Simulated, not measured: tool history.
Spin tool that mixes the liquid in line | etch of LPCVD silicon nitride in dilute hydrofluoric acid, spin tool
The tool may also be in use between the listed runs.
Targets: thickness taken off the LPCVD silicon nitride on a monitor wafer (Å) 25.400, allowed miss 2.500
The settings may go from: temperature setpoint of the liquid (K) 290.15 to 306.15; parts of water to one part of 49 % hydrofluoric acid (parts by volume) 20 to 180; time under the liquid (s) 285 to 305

run  hour  temperature setpoint of the liquid (K)  parts of water to one part of 49 % hydrofluoric acid (parts by volume)  time under the liquid (s)  thickness taken off the LPCVD silicon nitride on a monitor wafer (Å)
  1   0.0                                  298.15                                                                     100                        285                                                                13.182
  2   5.8                                  298.15                                                                     100                        285                                                                13.594
  3   6.8                                  299.15                                                                      95                        285                                                                14.495
  4   7.8                                  299.65                                                                      90                        285                                                                16.222
  5  16.1                                  299.65                                                                      90                        305                                                                17.240
     20.6  -- thermometer replaced
  6  20.6                                  299.65                                                                     125                        305                                                                13.322
  7  28.9                                  300.65                                                                     115                        305                                                                16.138
  8  35.5                                  301.65                                                                     115                        305                                                                17.006
  9  44.2                                  302.15                                                                     110                        305                                                                18.443
 10  45.5                                  302.65                                                                     110                        305                                                                18.831

5 next moves are on the table. One of them brings every result within its allowed miss. Which?
  A  46.8                                  298.65                                                                      95                        305                                                                     ?
  B  46.8                                  303.65                                                                      70                        305                                                                     ?
  C  46.8                                  306.15                                                                     135                        305                                                                     ?
  D  46.8                                  301.15                                                                      75                        305                                                                     ?
  E  46.8                                  304.15                                                                      70                        305                                                                     ?

move  thickness taken off the LPCVD silicon nitride on a monitor wafer (Å)
   A                                                                16.557
   B                                                                30.959
   C                                                                18.603
   D                                                                24.625
   E                                                                31.956
A: further off than the last run
B: takes the result that was furthest off past its target
C: as far off as the last run
D: meets every target
E: takes the result that was furthest off past its target
Move D is the one to make.

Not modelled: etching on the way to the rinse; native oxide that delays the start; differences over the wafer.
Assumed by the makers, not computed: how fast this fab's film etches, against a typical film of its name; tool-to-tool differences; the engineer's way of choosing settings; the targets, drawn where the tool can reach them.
